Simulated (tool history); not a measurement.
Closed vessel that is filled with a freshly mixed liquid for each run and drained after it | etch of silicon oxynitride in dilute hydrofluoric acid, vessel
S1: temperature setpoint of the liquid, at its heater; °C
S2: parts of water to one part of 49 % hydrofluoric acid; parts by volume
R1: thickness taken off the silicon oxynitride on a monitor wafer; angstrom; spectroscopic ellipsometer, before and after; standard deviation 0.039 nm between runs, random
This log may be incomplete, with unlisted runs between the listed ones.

Run 1, hour 0.0: S1 24.0 °C, S2 165 parts by volume, time in the liquid (s) 685. Result: R1 102.43 angstrom.
Run 2, hour 4.4: S1 24.0 °C, S2 165 parts by volume, time in the liquid (s) 685. Result: R1 103.08 angstrom.
Run 3, hour 11.7: S1 24.0 °C, S2 110 parts by volume, time in the liquid (s) 685. Result: R1 162.63 angstrom.
Run 4, hour 15.7: S1 24.0 °C, S2 55 parts by volume, time in the liquid (s) 685. Result: R1 337.65 angstrom.
Run 5, hour 20.4: S1 23.0 °C, S2 70 parts by volume, time in the liquid (s) 685. Result: R1 250.33 angstrom.
Run 6, hour 23.8: S1 23.0 °C, S2 110 parts by volume, time in the liquid (s) 685. Result: R1 154.32 angstrom.

Expected results for the next run?
Run 7, hour 27.4: S1 22.5 °C, S2 110 parts by volume, time in the liquid (s) 685. Result: R1 ?.

Logged for run 7: R1 150.50 angstrom.
